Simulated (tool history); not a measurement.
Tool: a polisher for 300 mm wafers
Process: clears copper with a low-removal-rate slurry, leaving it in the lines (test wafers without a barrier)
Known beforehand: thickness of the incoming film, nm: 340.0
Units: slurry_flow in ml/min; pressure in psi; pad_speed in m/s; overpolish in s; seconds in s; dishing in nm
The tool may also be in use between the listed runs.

run 1 day=0.000 | slurry_flow=145 pressure=4.2 pad_speed=0.86 slurry_solids=1.0 overpolish=27 | seconds=70.640 dishing=52.114
run 2 day=0.333 | slurry_flow=145 pressure=3.9 pad_speed=0.86 slurry_solids=1.0 overpolish=26 | seconds=76.117 dishing=49.648
run 3 day=0.629 | slurry_flow=145 pressure=3.6 pad_speed=0.86 slurry_solids=1.0 overpolish=24 | seconds=81.110 dishing=45.040
run 4 day=0.742 | slurry_flow=145 pressure=3.6 pad_speed=0.86 slurry_solids=1.0 overpolish=34 | seconds=80.003 dishing=53.446
run 5 day=1.012 | slurry_flow=145 pressure=3.4 pad_speed=0.86 slurry_solids=1.0 overpolish=31 | seconds=83.756 dishing=49.899
run 6 day=1.062 | slurry_flow=145 pressure=3.4 pad_speed=0.86 slurry_solids=0.8 overpolish=31 | seconds=89.374 dishing=48.569
run 7 day=1.333 | slurry_flow=145 pressure=3.3 pad_speed=0.86 slurry_solids=0.8 overpolish=29 | seconds=91.325 dishing=46.584
run 8 day=1.683 | slurry_flow=145 pressure=3.2 pad_speed=0.86 slurry_solids=0.8 overpolish=27 | seconds=95.398 dishing=43.250
run 9 day=1.967 | slurry_flow=145 pressure=3.1 pad_speed=0.86 slurry_solids=0.8 overpolish=26 | seconds=94.913 dishing=42.201

Run 10 is up next; what results do you expect?
run 10 day=2.288 | slurry_flow=145 pressure=3.0 pad_speed=0.86 slurry_solids=0.8 overpolish=25 | seconds=? dishing=?

seconds: 95.824 s
dishing: 40.529 nm

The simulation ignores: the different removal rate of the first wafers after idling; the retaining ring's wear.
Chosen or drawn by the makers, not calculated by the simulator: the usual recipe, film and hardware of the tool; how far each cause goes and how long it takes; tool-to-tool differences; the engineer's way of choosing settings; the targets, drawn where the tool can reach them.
